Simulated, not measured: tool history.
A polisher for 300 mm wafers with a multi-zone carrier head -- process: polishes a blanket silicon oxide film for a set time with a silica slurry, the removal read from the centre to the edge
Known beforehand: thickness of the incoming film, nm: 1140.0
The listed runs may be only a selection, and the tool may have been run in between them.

run	day	flow of slurry (ml/min)	pressure of the head's centre zone	pressure of the head's middle zone	pressure of the head's edge zone	abrasive content of the slurry	polishing time (s)	film removed at the wafer's centre (nm)	film removed at mid-radius (nm)	film removed at the wafer's edge (nm)
1	0	305	1	1	1	1	74	178.16	183.55	181.5
2	0.283	305	0.93	1	1	1	74	165.22	182.84	184.58
3	0.333	315	0.96	1.02	1.02	1	74	173.6	189.01	186.64
4	0.425	315	0.87	1.02	1.02	1	74	155.95	189.09	186.29
5	0.575	315	0.87	1.02	1.02	1.1	74	162.13	197.47	194.35
6	0.758	315	0.87	1.02	1.02	1.1	87	193.88	235.89	229.52
7	0.858	330	0.89	1.02	0.99	1.1	87	197.8	234.19	227.52
8	0.888	335	0.91	1.02	0.97	1.1	87	200.39	231.66	220.56

Run 9, settings as shown, results not yet in. Your forecast:
9	1.083	340	0.93	1.02	0.96	1.1	87	?	?	?

film removed at the wafer's centre (nm): 206.73
film removed at mid-radius (nm): 232.81
film removed at the wafer's edge (nm): 220.31
